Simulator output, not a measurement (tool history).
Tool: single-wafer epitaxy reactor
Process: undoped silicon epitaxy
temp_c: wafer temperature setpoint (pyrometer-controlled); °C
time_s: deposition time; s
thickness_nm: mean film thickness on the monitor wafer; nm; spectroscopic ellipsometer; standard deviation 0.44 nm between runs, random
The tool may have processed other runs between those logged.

| run | hour | temp_c | time_s | thickness_nm |
|---|---|---|---|---|
| 1 | 0.0 | 640 | 358 | 60.686 |
| 2 | 8.9 | 636 | 358 | 55.987 |
| 3 | 15.8 | 638 | 358 | 58.369 |
| 4 | 20.0 | 640 | 358 | 60.569 |
| 5 | 21.9 | 640 | 389 | 66.531 |
| 6 | 24.3 | 641 | 389 | 67.540 |
| 7 | 33.0 | 642 | 389 | 68.389 |
| 8 | 36.5 | 643 | 389 | 69.780 |
| 9 | 38.0 | 644 | 389 | 71.013 |
| 10 | 43.9 | 645 | 389 | 72.633 |
| 11 | 47.2 | 646 | 389 | 74.216 |
| 12 | 54.6 | 647 | 389 | 75.938 |

What does the tool deliver on the next run?
| 13 | 61.5 | 648 | 389 | ? |

Run 13 yielded thickness_nm 77.143 nm.
